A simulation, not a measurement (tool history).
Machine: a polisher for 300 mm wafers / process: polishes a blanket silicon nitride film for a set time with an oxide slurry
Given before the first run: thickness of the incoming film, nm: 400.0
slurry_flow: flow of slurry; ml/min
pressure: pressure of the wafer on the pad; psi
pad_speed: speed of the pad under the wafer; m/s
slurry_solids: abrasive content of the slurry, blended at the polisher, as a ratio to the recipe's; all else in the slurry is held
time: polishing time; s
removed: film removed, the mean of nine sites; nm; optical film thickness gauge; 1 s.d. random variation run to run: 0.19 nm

run	hour	slurry_flow	pressure	pad_speed	slurry_solids	time	removed
1	0.0	235	2.7	1.10	1.0	64	35.330
2	9.0	235	2.7	0.88	1.0	64	29.939
3	16.0	235	2.7	0.66	1.0	64	22.982
4	19.7	210	2.7	0.66	1.0	64	23.403
5	22.8	210	2.5	0.66	1.0	64	21.426
6	26.8	265	2.5	0.66	1.0	64	22.005
7	28.1	265	2.3	0.66	1.0	64	20.749
8	32.1	265	2.2	0.66	1.0	64	20.049

Expected results for the next run?
9	34.6	260	1.7	0.64	1.0	64	?

{"run 9": {"removed": 15.971}}
